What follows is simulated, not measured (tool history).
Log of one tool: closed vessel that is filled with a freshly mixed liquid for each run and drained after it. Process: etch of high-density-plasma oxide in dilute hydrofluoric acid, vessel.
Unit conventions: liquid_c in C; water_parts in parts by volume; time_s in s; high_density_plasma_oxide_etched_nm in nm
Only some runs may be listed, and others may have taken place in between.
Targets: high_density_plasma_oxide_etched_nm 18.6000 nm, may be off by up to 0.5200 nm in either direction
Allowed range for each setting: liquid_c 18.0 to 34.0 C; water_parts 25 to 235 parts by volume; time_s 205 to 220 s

| run | hour | liquid_c | water_parts | time_s | high_density_plasma_oxide_etched_nm |
|---|---|---|---|---|---|
| 1 | 0.0 | 26.0 | 130 | 205 | 7.1284 |
| 2 | 8.8 | 26.0 | 110 | 205 | 8.7925 |
| 3 | 10.2 | 26.0 | 110 | 220 | 9.3661 |
| 4 | 18.1 | 24.0 | 110 | 220 | 8.6171 |
| 5 | 26.8 | 24.0 | 145 | 220 | 6.2515 |
|  | 33.1 | hydrofluoric acid flow meter replaced |
| 6 | 33.1 | 27.0 | 120 | 220 | 10.0950 |
| 7 | 37.4 | 29.5 | 120 | 220 | 10.9030 |
| 8 | 45.6 | 31.0 | 110 | 220 | 12.9080 |
| 9 | 47.4 | 32.0 | 100 | 220 | 14.8320 |
| 10 | 49.7 | 32.5 | 95 | 220 | 15.9210 |
| 11 | 56.1 | 33.0 | 90 | 220 | 17.4730 |

5 candidate next runs follow, results not yet known. Just one meets every target within its allowed miss. Identify it.
| A | 62.5 | 33.0 | 80 | 205 | ? |
| B | 62.5 | 32.5 | 85 | 205 | ? |
| C | 62.5 | 32.0 | 85 | 205 | ? |
| D | 62.5 | 29.5 | 80 | 205 | ? |
| E | 62.5 | 32.5 | 95 | 220 | ? |

| move | high_density_plasma_oxide_etched_nm |
|---|---|
| A | 18.6690 |
| B | 17.1140 |
| C | 16.7990 |
| D | 16.3590 |
| E | 16.1850 |
A: every result lands within tolerance
B: moves away from the targets compared with the last run
C: moves away from the targets compared with the last run
D: moves away from the targets compared with the last run
E: moves away from the targets compared with the last run
Correct choice: A, which meets every target
